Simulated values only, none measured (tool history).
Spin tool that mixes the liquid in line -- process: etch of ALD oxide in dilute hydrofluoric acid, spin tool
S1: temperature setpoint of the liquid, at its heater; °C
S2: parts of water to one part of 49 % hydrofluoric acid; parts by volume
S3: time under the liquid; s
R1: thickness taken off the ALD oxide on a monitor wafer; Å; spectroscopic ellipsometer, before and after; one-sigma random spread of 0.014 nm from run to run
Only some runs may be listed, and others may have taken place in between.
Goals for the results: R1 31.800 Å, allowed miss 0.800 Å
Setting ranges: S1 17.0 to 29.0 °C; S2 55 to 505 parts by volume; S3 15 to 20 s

run  hour    S1   S2  S3      R1
  1   0.0  21.0  280  20  18.230
  2   1.8  22.5  265  20  20.542
  3   9.8  22.5  355  20  14.167
  4  11.7  22.5  295  20  17.846
  5  16.8  22.5  250  20  22.075
  6  21.5  23.5  245  20  23.475
  7  29.7  24.5  240  20  25.145
  8  38.3  25.5  240  20  26.187
  9  43.4  26.0  240  20  26.572
 10  48.1  29.0  220  20  32.748

5 next moves are on the table. One of them brings every result within its allowed miss. Which?
  A  52.8  29.0  215  20   ?
  B  52.8  28.5  210  20   ?
  C  52.8  29.0  170  15   ?
  D  52.8  27.5  170  15   ?
  E  52.8  28.5  215  20   ?

move      R1
   A  33.822
   B  34.232
   C  33.881
   D  32.097
   E  33.241
A: moves away from the targets compared with the last run
B: moves away from the targets compared with the last run
C: moves away from the targets compared with the last run
D: in spec on every target
E: moves away from the targets compared with the last run
Go with D: it meets all targets.
